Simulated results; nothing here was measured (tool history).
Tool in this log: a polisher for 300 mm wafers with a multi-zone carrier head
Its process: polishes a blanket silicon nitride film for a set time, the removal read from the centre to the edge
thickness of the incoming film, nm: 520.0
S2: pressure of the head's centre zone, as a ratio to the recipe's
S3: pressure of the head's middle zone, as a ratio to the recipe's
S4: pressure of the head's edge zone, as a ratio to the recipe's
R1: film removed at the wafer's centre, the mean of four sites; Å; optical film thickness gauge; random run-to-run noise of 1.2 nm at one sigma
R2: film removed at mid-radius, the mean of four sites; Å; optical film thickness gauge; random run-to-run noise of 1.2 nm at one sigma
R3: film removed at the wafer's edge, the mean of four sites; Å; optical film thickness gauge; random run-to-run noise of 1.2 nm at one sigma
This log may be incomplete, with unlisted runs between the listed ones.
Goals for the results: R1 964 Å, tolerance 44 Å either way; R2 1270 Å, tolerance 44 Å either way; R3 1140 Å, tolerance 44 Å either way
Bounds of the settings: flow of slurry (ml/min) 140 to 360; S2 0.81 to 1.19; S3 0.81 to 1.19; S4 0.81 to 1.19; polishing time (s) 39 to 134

{"run": 1, "hour": 0.0, "flow of slurry (ml/min)": 230, "S2": 1, "S3": 1, "S4": 1, "polishing time (s)": 86, "R1": 1287.2, "R2": 1460.8, "R3": 1410.3}
{"run": 2, "hour": 2.1, "flow of slurry (ml/min)": 225, "S2": 0.96, "S3": 1, "S4": 0.96, "polishing time (s)": 82, "R1": 1212, "R2": 1355, "R3": 1340.8}
{"run": 3, "hour": 3.1, "flow of slurry (ml/min)": 225, "S2": 0.96, "S3": 0.96, "S4": 0.96, "polishing time (s)": 82, "R1": 1208.8, "R2": 1349.5, "R3": 1357}
{"run": 4, "hour": 9.1, "flow of slurry (ml/min)": 225, "S2": 0.93, "S3": 1.02, "S4": 0.96, "polishing time (s)": 79, "R1": 1099, "R2": 1365.3, "R3": 1310.9}
{"run": 5, "hour": 13.1, "flow of slurry (ml/min)": 220, "S2": 0.93, "S3": 1.04, "S4": 0.94, "polishing time (s)": 76, "R1": 1075.5, "R2": 1343.3, "R3": 1216.4}
{"run": 6, "hour": 19.3, "flow of slurry (ml/min)": 220, "S2": 0.93, "S3": 1.04, "S4": 0.97, "polishing time (s)": 76, "R1": 1081.4, "R2": 1332.7, "R3": 1223.1}
{"run": 7, "hour": 24.1, "flow of slurry (ml/min)": 210, "S2": 0.91, "S3": 1.04, "S4": 0.97, "polishing time (s)": 75, "R1": 1037.2, "R2": 1282.1, "R3": 1227.4}
{"hour": 26.4, "done": "centre zone pressure recalibrated"}
{"run": 8, "hour": 26.4, "flow of slurry (ml/min)": 205, "S2": 0.9, "S3": 1.05, "S4": 0.96, "polishing time (s)": 74, "R1": 1128, "R2": 1277.8, "R3": 1187.9}
{"run": 9, "hour": 33.4, "flow of slurry (ml/min)": 215, "S2": 0.9, "S3": 1.05, "S4": 0.95, "polishing time (s)": 73, "R1": 1127.4, "R2": 1285.6, "R3": 1170}
{"run": 10, "hour": 40.5, "flow of slurry (ml/min)": 210, "S2": 0.93, "S3": 1.07, "S4": 1, "polishing time (s)": 72, "R1": 1129.2, "R2": 1265, "R3": 1204.2}

Exactly one of the 4 candidate moves below puts every result within its allowed miss. Which one?
{"run": "A", "hour": 47.6, "flow of slurry (ml/min)": 285, "S2": 0.81, "S3": 1.06, "S4": 0.95, "polishing time (s)": 69, "R1": "?", "R2": "?", "R3": "?"}
{"run": "B", "hour": 47.6, "flow of slurry (ml/min)": 140, "S2": 1.17, "S3": 1.1, "S4": 1.14, "polishing time (s)": 80, "R1": "?", "R2": "?", "R3": "?"}
{"run": "C", "hour": 47.6, "flow of slurry (ml/min)": 265, "S2": 0.81, "S3": 0.99, "S4": 1.02, "polishing time (s)": 73, "R1": "?", "R2": "?", "R3": "?"}
{"run": "D", "hour": 47.6, "flow of slurry (ml/min)": 140, "S2": 1.03, "S3": 1.04, "S4": 1.15, "polishing time (s)": 80, "R1": "?", "R2": "?", "R3": "?"}

move=A R1=976.5 R2=1256.2 R3=1147
move=B R1=1432.9 R2=1329.8 R3=1306.4
move=C R1=1023.2 R2=1243.9 R3=1240
move=D R1=1259.8 R2=1268.6 R3=1312.1
A: all results land within tolerance of their targets
B: its largest miss is bigger than the last run's
C: an improvement on the last run, though not all results are within tolerance
D: its largest miss is bigger than the last run's
So the answer is move A, the one that meets all the targets.
